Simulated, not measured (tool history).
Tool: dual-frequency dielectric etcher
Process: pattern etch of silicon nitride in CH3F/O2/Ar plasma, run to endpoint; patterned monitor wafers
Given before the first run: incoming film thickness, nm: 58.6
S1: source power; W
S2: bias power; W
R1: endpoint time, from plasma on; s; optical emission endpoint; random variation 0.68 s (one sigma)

run,hour,S1,S2,R1
1,0.0,490,99,67.129
2,8.0,570,99,63.070
3,13.5,540,94,65.350
4,15.3,620,94,61.776
5,18.7,580,89,65.152
6,25.6,530,89,67.188
7,26.2,500,85,70.392
8,28.9,480,83,71.618

What does the tool deliver on the next run?
9,35.9,380,63,?

R1: 85.611 s
